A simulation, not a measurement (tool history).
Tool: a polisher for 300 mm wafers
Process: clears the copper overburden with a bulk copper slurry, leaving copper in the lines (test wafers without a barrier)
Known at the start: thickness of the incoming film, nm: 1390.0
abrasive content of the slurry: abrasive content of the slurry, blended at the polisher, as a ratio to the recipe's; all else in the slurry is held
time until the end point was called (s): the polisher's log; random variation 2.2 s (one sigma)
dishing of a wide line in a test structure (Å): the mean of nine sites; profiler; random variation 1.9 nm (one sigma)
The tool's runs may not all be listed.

run	day	flow of slurry (ml/min)	pressure of the wafer on the pad (psi)	speed of the pad under the wafer (cm/s)	abrasive content of the slurry	overpolish time after the end point (s)	time until the end point was called (s)	dishing of a wide line in a test structure (Å)
1	0	295	3.4	130	1	19	110.28	1076.5
2	0.142	295	3.4	130	1.15	19	103.98	1031.3
3	0.233	295	3.4	130	1.05	19	107.72	1079
4	0.433	295	3.1	128	1.05	20	116.01	980.81
5	0.517	230	3.1	128	1.05	20	120.56	981.17
6	0.625	230	2.9	126	1	22	128.71	1063.2
7	0.7	230	2.7	124	1	22	136.09	945.05

Run 8 comes next. What will it give?
8	1.025	225	2.5	122	0.95	23	?	?

time until the end point was called (s): 151.56
dishing of a wide line in a test structure (Å): 931.37
